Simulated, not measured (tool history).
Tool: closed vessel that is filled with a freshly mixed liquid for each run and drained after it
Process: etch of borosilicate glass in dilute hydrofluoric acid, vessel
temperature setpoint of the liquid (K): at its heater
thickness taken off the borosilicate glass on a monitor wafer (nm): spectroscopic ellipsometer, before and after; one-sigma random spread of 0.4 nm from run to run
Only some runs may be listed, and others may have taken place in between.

run  hour  temperature setpoint of the liquid (K)  parts of water to one part of 49 % hydrofluoric acid (parts by volume)  time in the liquid (s)  thickness taken off the borosilicate glass on a monitor wafer (nm)
  1     0                                  297.15                                                                      40                     105                                                              82.029
  2   7.4                                  299.15                                                                      40                     105                                                              89.117
  3  15.5                                  299.15                                                                      40                     105                                                              89.079
  4  18.6                                  296.15                                                                      40                     105                                                              79.214
  5  25.5                                  296.15                                                                      40                     105                                                              78.912
  6  27.4                                  294.15                                                                      40                     105                                                               72.25
  7  36.5                                  293.65                                                                      40                     105                                                              70.645
  8  42.6                                  293.15                                                                      40                     105                                                              69.759

Predict the results of run 9:
  9  51.3                                  292.65                                                                      40                     105                                                                   ?

{"run 9": {"thickness taken off the borosilicate glass on a monitor wafer (nm)": 68.681}}

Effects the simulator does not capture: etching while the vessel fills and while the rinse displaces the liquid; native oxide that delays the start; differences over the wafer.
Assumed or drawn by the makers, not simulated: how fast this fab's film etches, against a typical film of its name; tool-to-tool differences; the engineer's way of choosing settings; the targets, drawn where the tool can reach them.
